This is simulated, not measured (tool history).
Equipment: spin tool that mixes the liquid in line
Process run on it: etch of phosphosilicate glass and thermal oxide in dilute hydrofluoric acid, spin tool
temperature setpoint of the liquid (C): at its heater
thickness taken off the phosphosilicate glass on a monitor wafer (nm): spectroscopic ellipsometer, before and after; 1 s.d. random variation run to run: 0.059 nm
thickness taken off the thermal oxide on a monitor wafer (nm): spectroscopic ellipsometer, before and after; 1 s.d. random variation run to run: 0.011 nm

run  hour  temperature setpoint of the liquid (C)  parts of water to one part of 49 % hydrofluoric acid (parts by volume)  time under the liquid (s)  thickness taken off the phosphosilicate glass on a monitor wafer (nm)  thickness taken off the thermal oxide on a monitor wafer (nm)
  1     0                                      22                                                                     200                         30                                                                 25.272                                                        0.64533
  2   4.9                                      22                                                                     150                         30                                                                 35.795                                                         0.7934
  3   7.5                                    20.5                                                                     200                         30                                                                  23.88                                                        0.59546
  4   8.2                                    19.5                                                                     235                         30                                                                 18.848                                                        0.44113
  5  14.9                                      19                                                                     265                         30                                                                 16.142                                                        0.36433
  6  17.4                                      19                                                                     205                         30                                                                 21.891                                                        0.52885

Forecast run 7:
  7  22.8                                    18.5                                                                     245                         30                                                                      ?                                                              ?

Run 7 came out at thickness taken off the phosphosilicate glass on a monitor wafer (nm) 17.198, thickness taken off the thermal oxide on a monitor wafer (nm) 0.40911.
